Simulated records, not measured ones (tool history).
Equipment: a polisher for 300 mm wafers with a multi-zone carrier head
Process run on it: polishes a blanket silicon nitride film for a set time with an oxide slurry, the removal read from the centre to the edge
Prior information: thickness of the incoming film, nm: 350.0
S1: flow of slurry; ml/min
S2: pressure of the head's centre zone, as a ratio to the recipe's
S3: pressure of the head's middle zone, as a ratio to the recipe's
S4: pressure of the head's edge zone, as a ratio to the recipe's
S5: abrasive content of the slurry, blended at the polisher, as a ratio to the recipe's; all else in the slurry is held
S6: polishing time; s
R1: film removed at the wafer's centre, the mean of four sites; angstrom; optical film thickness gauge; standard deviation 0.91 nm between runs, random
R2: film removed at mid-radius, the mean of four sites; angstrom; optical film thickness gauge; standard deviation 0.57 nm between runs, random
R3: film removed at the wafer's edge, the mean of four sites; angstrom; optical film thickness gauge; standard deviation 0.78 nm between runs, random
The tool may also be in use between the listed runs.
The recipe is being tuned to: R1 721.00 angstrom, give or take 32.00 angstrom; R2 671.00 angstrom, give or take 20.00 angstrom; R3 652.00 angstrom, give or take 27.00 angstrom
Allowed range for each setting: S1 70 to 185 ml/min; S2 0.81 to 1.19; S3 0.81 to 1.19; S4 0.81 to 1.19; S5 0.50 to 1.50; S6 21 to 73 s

run  hour   S1    S2    S3    S4    S5  S6      R1      R2      R3
  1   0.0  120  1.00  1.00  1.00  1.00  47  440.11  456.30  448.54
  2   2.0  120  1.00  1.00  1.00  1.00  40  377.41  377.08  381.28
  3   8.3  120  1.00  1.00  1.00  1.15  40  388.75  405.58  399.36
  4  12.0  120  0.93  1.00  1.00  1.15  40  364.58  407.05  394.38
  5  13.5  135  1.00  1.01  1.03  1.25  43  453.39  455.83  456.05
  6  14.2  140  1.03  1.04  1.05  1.30  46  511.91  509.86  502.17
  7  19.3  140  1.03  1.04  1.05  1.30  46  505.50  512.47  505.35
  8  25.9  150  1.07  1.06  1.07  1.35  47  556.66  543.61  519.96
  9  29.8  150  1.08  1.06  1.08  1.40  49  570.84  567.27  557.85

5 candidate next runs follow, results not yet known. Just one meets every target within its allowed miss. Identify it.
  A  33.7  175  1.12  1.04  1.02  1.40  58   ?   ?   ?
  B  33.7  175  1.19  0.98  1.05  1.45  58   ?   ?   ?
  C  33.7  110  0.94  1.08  1.15  1.35  58   ?   ?   ?
  D  33.7   70  0.81  0.81  1.19  1.40  56   ?   ?   ?
  E  33.7  145  1.07  0.98  1.15  1.45  57   ?   ?   ?

move      R1      R2      R3
   A  720.83  673.36  670.99
   B  774.22  647.08  688.07
   C  555.37  645.21  670.91
   D  431.18  463.78  639.16
   E  664.48  620.47  693.83
A: each result inside its tolerance
B: better than the last run, though not everything is in spec
C: no better and no worse than the last run
D: moves away from the targets compared with the last run
E: better than the last run, though not everything is in spec
A is the move that brings every result within its allowed miss.
